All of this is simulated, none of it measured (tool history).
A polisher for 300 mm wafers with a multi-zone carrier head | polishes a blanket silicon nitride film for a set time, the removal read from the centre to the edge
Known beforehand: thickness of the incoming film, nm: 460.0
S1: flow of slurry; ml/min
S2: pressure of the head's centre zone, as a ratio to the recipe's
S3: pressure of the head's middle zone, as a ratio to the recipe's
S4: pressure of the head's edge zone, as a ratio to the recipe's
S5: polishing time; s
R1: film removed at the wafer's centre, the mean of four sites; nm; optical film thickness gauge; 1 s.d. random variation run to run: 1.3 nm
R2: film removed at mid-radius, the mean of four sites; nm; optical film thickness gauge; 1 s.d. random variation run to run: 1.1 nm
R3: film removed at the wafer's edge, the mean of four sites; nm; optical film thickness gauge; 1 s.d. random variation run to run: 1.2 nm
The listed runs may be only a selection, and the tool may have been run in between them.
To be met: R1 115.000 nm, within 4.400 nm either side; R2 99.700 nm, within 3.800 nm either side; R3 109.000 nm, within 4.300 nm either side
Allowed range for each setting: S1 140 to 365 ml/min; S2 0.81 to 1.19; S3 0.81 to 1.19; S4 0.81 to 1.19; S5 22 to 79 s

run,hour,S1,S2,S3,S4,S5,R1,R2,R3
1,0.0,235,1.00,1.00,1.00,50,82.260,81.527,84.469
2,2.5,235,0.93,1.00,1.00,50,78.229,84.159,83.812
3,8.3,245,0.99,1.01,1.02,53,88.126,89.700,90.136
4,16.4,245,1.05,1.01,1.02,53,91.116,88.700,91.058
5,22.2,255,1.09,1.00,1.04,55,100.650,92.357,94.505
6,29.7,255,1.09,1.00,1.04,46,83.859,77.394,79.665
7,31.9,250,1.10,0.99,1.06,50,91.878,81.947,87.441
8,33.6,250,1.10,0.99,1.06,50,91.551,84.118,86.897
9,38.9,250,1.10,0.99,1.06,50,90.393,83.909,87.224
10,39.7,255,1.12,0.98,1.08,53,101.090,88.283,92.451
11,48.5,240,1.11,0.97,1.10,55,100.060,90.052,98.203
12,51.3,250,1.12,0.97,1.12,56,103.830,90.491,102.170
13,57.2,260,1.13,0.99,1.13,57,108.750,96.608,101.710
14,62.0,260,1.13,0.98,1.14,58,109.710,98.047,103.910

Which single option among these 5 for the next run brings every result within its allowed miss of target? Just one does.
A,66.8,190,1.02,0.88,1.19,64,?,?,?
B,66.8,295,1.15,1.00,1.11,54,?,?,?
C,66.8,280,1.14,0.99,1.15,60,?,?,?
D,66.8,245,1.04,0.98,1.12,62,?,?,?
E,66.8,235,1.10,0.98,1.19,57,?,?,?

move,R1,R2,R3
A,105.640,94.721,115.310
B,107.600,94.380,98.018
C,117.770,103.400,110.440
D,108.990,104.310,111.240
E,105.380,95.328,105.100
A: misses by more than the last run did
B: misses by more than the last run did
C: hits every target within its allowed miss
D: misses by more than the last run did
E: misses by more than the last run did
The move that meets every target is C.
